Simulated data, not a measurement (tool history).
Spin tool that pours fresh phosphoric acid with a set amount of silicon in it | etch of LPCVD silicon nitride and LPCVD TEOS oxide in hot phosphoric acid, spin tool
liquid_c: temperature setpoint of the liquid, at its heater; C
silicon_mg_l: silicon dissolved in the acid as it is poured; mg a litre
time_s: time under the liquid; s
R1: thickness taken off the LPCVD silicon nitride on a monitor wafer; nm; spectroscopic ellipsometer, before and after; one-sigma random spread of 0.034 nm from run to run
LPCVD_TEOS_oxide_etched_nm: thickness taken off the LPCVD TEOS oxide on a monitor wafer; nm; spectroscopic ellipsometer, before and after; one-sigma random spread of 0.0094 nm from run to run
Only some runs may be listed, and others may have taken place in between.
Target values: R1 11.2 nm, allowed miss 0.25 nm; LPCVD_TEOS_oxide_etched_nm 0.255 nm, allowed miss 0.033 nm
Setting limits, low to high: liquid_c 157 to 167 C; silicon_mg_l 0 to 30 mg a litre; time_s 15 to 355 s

run 1 hour=0 | liquid_c=162 silicon_mg_l=13 time_s=180 | R1=16.539 LPCVD_TEOS_oxide_etched_nm=0.56685
run 2 hour=1.8 | liquid_c=162 silicon_mg_l=17.5 time_s=180 | R1=16.565 LPCVD_TEOS_oxide_etched_nm=0.5002
run 3 hour=4.9 | liquid_c=161 silicon_mg_l=18.5 time_s=165 | R1=14.671 LPCVD_TEOS_oxide_etched_nm=0.39293
run 4 hour=9.2 | liquid_c=161 silicon_mg_l=18.5 time_s=195 | R1=17.4 LPCVD_TEOS_oxide_etched_nm=0.47902
run 5 hour=15.4 | liquid_c=161 silicon_mg_l=18.5 time_s=250 | R1=22.202 LPCVD_TEOS_oxide_etched_nm=0.62249
run 6 hour=20.3 | liquid_c=161 silicon_mg_l=25 time_s=250 | R1=22.287 LPCVD_TEOS_oxide_etched_nm=0.51107
-- hour=21.8 heated supply line repaired
run 7 hour=21.8 | liquid_c=160 silicon_mg_l=23.5 time_s=215 | R1=19.617 LPCVD_TEOS_oxide_etched_nm=0.45962
run 8 hour=27.8 | liquid_c=160 silicon_mg_l=24 time_s=180 | R1=16.475 LPCVD_TEOS_oxide_etched_nm=0.42895
run 9 hour=35.8 | liquid_c=159 silicon_mg_l=25.5 time_s=155 | R1=13.635 LPCVD_TEOS_oxide_etched_nm=0.31663

Exactly one of the 5 candidate moves below puts every result within its allowed miss. Which one?
run A hour=43.8 | liquid_c=158.5 silicon_mg_l=13 time_s=130 | R1=? LPCVD_TEOS_oxide_etched_nm=?
run B hour=43.8 | liquid_c=158.5 silicon_mg_l=24 time_s=130 | R1=? LPCVD_TEOS_oxide_etched_nm=?
run C hour=43.8 | liquid_c=159.5 silicon_mg_l=27 time_s=130 | R1=? LPCVD_TEOS_oxide_etched_nm=?
run D hour=43.8 | liquid_c=158 silicon_mg_l=23 time_s=125 | R1=? LPCVD_TEOS_oxide_etched_nm=?
run E hour=43.8 | liquid_c=158.5 silicon_mg_l=14 time_s=135 | R1=? LPCVD_TEOS_oxide_etched_nm=?

move=A R1=11.261 LPCVD_TEOS_oxide_etched_nm=0.36183
move=B R1=11.261 LPCVD_TEOS_oxide_etched_nm=0.26706
move=C R1=11.648 LPCVD_TEOS_oxide_etched_nm=0.25986
move=D R1=10.646 LPCVD_TEOS_oxide_etched_nm=0.25536
move=E R1=11.694 LPCVD_TEOS_oxide_etched_nm=0.3668
A: meets the target for the result that was furthest off, but another lies outside its allowed miss
B: all results land within tolerance of their targets
C: an improvement on the last run, though not all results are within tolerance
D: pushes the last run's worst result past its target
E: an improvement on the last run, though not all results are within tolerance
The move that meets every target is B.

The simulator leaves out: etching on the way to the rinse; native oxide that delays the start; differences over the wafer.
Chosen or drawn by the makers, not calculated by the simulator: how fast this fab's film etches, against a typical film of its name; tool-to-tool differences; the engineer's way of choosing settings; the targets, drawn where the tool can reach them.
